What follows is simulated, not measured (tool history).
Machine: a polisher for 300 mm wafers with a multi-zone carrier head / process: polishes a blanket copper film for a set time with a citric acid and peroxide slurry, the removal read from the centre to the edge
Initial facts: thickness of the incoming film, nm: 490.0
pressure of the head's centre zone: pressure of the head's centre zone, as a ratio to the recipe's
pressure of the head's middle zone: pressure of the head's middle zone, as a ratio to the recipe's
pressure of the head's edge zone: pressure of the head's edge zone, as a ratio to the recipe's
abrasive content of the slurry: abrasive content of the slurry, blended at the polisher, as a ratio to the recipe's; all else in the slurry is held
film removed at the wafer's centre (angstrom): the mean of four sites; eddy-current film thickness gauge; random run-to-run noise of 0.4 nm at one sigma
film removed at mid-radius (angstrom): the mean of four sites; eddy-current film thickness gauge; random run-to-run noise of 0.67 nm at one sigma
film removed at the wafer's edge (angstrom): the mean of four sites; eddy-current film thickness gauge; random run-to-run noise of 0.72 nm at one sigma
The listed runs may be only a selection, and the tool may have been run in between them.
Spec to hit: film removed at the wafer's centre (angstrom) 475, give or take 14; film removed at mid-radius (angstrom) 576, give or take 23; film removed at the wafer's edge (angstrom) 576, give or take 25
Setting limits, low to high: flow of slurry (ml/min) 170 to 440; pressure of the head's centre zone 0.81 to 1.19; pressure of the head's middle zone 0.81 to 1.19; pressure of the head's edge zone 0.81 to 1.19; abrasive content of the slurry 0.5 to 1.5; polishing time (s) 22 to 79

| run | hour | flow of slurry (ml/min) | pressure of the head's centre zone | pressure of the head's middle zone | pressure of the head's edge zone | abrasive content of the slurry | polishing time (s) | film removed at the wafer's centre (angstrom) | film removed at mid-radius (angstrom) | film removed at the wafer's edge (angstrom) |
|---|---|---|---|---|---|---|---|---|---|---|
| 1 | 0 | 280 | 1 | 1 | 1 | 1 | 50 | 744.73 | 718.71 | 724.65 |
| 2 | 1.2 | 280 | 1 | 1 | 1.05 | 1 | 50 | 721.27 | 719.6 | 747.86 |
| 3 | 7.9 | 275 | 0.97 | 1 | 1.04 | 0.9 | 49 | 692.49 | 706.39 | 702.67 |
| 4 | 13.7 | 320 | 0.97 | 1 | 1.04 | 0.9 | 49 | 702.59 | 702.67 | 729.63 |
| 5 | 21.8 | 320 | 0.97 | 1 | 1.04 | 0.7 | 49 | 662.44 | 685.79 | 698.66 |
| 6 | 30 | 320 | 0.97 | 1 | 1.04 | 0.7 | 37 | 509.49 | 509.23 | 516.85 |
| 7 | 36.5 | 320 | 0.97 | 1 | 1.04 | 0.7 | 37 | 509.48 | 524.96 | 527.78 |
| 8 | 42.5 | 320 | 0.95 | 1.01 | 1.06 | 0.7 | 37 | 499.1 | 519.09 | 523.85 |
| 9 | 47.4 | 320 | 0.95 | 1.01 | 1.06 | 0.7 | 37 | 496.05 | 521.79 | 526.8 |
| 10 | 53.6 | 320 | 0.95 | 1.01 | 1.06 | 0.7 | 37 | 493.46 | 531.04 | 526.72 |
| 11 | 55 | 320 | 0.87 | 1.07 | 1.16 | 0.85 | 38 | 478.75 | 574.87 | 583.19 |

Exercise: of the 4 proposed moves below, exactly one satisfies all targets within the stated allowed misses. Which move is it?
| A | 56.4 | 320 | 0.9 | 1.1 | 1.11 | 0.8 | 38 | ? | ? | ? |
| B | 56.4 | 300 | 0.81 | 0.95 | 1.19 | 0.7 | 42 | ? | ? | ? |
| C | 56.4 | 390 | 0.83 | 1.06 | 1.13 | 0.95 | 37 | ? | ? | ? |
| D | 56.4 | 340 | 0.96 | 1.11 | 1.17 | 1 | 35 | ? | ? | ? |

| move | film removed at the wafer's centre (angstrom) | film removed at mid-radius (angstrom) | film removed at the wafer's edge (angstrom) |
|---|---|---|---|
| A | 498.39 | 587.51 | 562.33 |
| B | 490.79 | 557.5 | 626.54 |
| C | 476.82 | 580.8 | 576.6 |
| D | 506.61 | 570.24 | 554.73 |
A: brings the result that was furthest off to its target, and leaves another outside
B: its largest miss is bigger than the last run's
C: every result lands within tolerance
D: brings the result that was furthest off to its target, and leaves another outside
C meets every target.

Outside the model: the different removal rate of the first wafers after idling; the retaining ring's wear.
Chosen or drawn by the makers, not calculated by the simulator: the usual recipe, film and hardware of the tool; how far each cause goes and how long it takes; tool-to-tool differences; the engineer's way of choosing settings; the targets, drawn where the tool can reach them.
